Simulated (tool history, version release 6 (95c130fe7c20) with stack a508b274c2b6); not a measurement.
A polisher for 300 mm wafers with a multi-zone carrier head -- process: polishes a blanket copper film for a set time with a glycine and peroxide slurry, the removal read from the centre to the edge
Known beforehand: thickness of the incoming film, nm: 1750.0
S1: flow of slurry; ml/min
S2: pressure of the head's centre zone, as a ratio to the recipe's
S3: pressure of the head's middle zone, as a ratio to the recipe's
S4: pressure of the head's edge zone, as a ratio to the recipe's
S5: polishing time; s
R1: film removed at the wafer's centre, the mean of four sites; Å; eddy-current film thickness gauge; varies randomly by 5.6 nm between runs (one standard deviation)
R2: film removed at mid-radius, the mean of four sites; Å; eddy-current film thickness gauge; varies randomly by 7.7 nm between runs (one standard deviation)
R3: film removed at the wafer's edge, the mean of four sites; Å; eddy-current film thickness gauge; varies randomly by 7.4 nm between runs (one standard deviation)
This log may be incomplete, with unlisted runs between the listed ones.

run,hour,S1,S2,S3,S4,S5,R1,R2,R3
1,0,120,1,1,1,85,3918.3,3921,3936.4
2,3.5,125,1.01,1.03,1.02,89,4272.7,4308,4205.1
3,5,130,1.01,1.05,1.04,91,4383.9,4494.6,4357
4,12,130,1.01,1.08,1.04,91,4420.5,4626.5,4271.7
# hour 18.5: worn pad replaced by a new one
5,18.5,140,1.01,1.08,1.04,91,4993.4,5175.4,4925.4
6,27,140,1.01,1.09,1.04,91,5030,5350.7,4997.3
7,33.5,145,1.01,1.1,1.04,90,5006.6,5332.3,4911.5
8,42.3,150,1.01,1.1,1.04,90,5064.4,5428.9,4907

Run 9 comes next. What will it give?
9,46.1,150,1.01,1.1,1.04,90,?,?,?

Run 9 yielded R1 4983.1 Å, R2 5190 Å, R3 4852 Å.
